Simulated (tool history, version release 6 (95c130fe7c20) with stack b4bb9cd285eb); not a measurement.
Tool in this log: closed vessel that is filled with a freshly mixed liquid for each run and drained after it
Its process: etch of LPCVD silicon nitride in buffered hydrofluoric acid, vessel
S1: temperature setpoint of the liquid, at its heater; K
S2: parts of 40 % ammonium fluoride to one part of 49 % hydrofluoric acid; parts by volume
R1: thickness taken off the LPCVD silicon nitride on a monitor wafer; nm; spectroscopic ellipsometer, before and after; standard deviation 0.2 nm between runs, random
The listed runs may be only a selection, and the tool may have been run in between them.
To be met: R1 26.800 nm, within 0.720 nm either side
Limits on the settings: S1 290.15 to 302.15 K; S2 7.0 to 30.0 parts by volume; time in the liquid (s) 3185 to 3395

Run 1, hour 0.0: S1 294.15 K, S2 19.0 parts by volume, time in the liquid (s) 3185. Result: R1 22.331 nm.
Run 2, hour 0.9: S1 294.15 K, S2 14.0 parts by volume, time in the liquid (s) 3185. Result: R1 29.901 nm.
Run 3, hour 2.4: S1 296.65 K, S2 14.0 parts by volume, time in the liquid (s) 3185. Result: R1 34.352 nm.
Run 4, hour 9.4: S1 297.65 K, S2 14.0 parts by volume, time in the liquid (s) 3185. Result: R1 35.649 nm.
Run 5, hour 15.4: S1 297.15 K, S2 14.0 parts by volume, time in the liquid (s) 3185. Result: R1 34.858 nm.
Run 6, hour 16.1: S1 296.65 K, S2 14.0 parts by volume, time in the liquid (s) 3185. Result: R1 34.159 nm.
Run 7, hour 23.9: S1 296.15 K, S2 14.0 parts by volume, time in the liquid (s) 3185. Result: R1 33.412 nm.
Run 8, hour 30.2: S1 295.65 K, S2 14.0 parts by volume, time in the liquid (s) 3185. Result: R1 32.401 nm.
Run 9, hour 36.3: S1 295.15 K, S2 14.0 parts by volume, time in the liquid (s) 3185. Result: R1 31.444 nm.
Run 10, hour 41.2: S1 294.65 K, S2 14.0 parts by volume, time in the liquid (s) 3185. Result: R1 30.839 nm.
Run 11, hour 47.8: S1 294.15 K, S2 14.0 parts by volume, time in the liquid (s) 3185. Result: R1 29.534 nm.
Run 12, hour 51.2: S1 293.15 K, S2 14.0 parts by volume, time in the liquid (s) 3185. Result: R1 28.246 nm.

Exactly one of the 5 candidate moves below puts every result within its allowed miss. Which one?
Run A, hour 54.6: S1 293.65 K, S2 14.5 parts by volume, time in the liquid (s) 3395. Result: R1 ?.
Run B, hour 54.6: S1 295.15 K, S2 17.0 parts by volume, time in the liquid (s) 3315. Result: R1 ?.
Run C, hour 54.6: S1 293.65 K, S2 14.0 parts by volume, time in the liquid (s) 3290. Result: R1 ?.
Run D, hour 54.6: S1 290.15 K, S2 11.0 parts by volume, time in the liquid (s) 3250. Result: R1 ?.
Run E, hour 54.6: S1 295.65 K, S2 14.5 parts by volume, time in the liquid (s) 3265. Result: R1 ?.

move      R1
   A  30.018
   B  27.244
   C  30.110
   D  30.909
   E  32.258
A: moves away from the targets compared with the last run
B: all results land within tolerance of their targets
C: moves away from the targets compared with the last run
D: moves away from the targets compared with the last run
E: moves away from the targets compared with the last run
The move that meets every target is B.
